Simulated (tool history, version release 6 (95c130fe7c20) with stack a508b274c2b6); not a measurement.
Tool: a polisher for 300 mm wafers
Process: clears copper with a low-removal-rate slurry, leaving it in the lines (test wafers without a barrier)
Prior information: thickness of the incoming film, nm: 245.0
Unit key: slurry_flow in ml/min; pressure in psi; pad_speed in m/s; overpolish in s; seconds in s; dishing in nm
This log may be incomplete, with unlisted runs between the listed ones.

Run 1, day 0: slurry_flow 260 ml/min, pressure 2.2 psi, pad_speed 1.4 m/s, slurry_solids 1, overpolish 25 s. Result: seconds 73.872 s, dishing 45.261 nm.
Run 2, day 0.321: slurry_flow 260 ml/min, pressure 2.6 psi, pad_speed 1.4 m/s, slurry_solids 1, overpolish 25 s. Result: seconds 66.518 s, dishing 52.067 nm.
Run 3, day 0.675: slurry_flow 260 ml/min, pressure 3.1 psi, pad_speed 1.4 m/s, slurry_solids 1, overpolish 25 s. Result: seconds 54.793 s, dishing 56.969 nm.
Run 4, day 0.979: slurry_flow 260 ml/min, pressure 3.5 psi, pad_speed 1.4 m/s, slurry_solids 1, overpolish 25 s. Result: seconds 48.478 s, dishing 64.932 nm.
At day 1.008: slurry nozzle cleaned.
Run 5, day 1.008: slurry_flow 260 ml/min, pressure 2.8 psi, pad_speed 1.32 m/s, slurry_solids 1, overpolish 26 s. Result: seconds 61.285 s, dishing 53.051 nm.
Run 6, day 1.329: slurry_flow 240 ml/min, pressure 2.3 psi, pad_speed 1.18 m/s, slurry_solids 0.9, overpolish 29 s. Result: seconds 85.47 s, dishing 45.844 nm.
Run 7, day 1.529: slurry_flow 240 ml/min, pressure 1.7 psi, pad_speed 1.14 m/s, slurry_solids 0.9, overpolish 30 s. Result: seconds 118.55 s, dishing 35.707 nm.

Predict the results of run 8:
Run 8, day 1.804: slurry_flow 240 ml/min, pressure 1.6 psi, pad_speed 1.14 m/s, slurry_solids 0.9, overpolish 30 s. Result: seconds ?, dishing ?.

Run 8 gave seconds 126.21 s, dishing 34.591 nm.
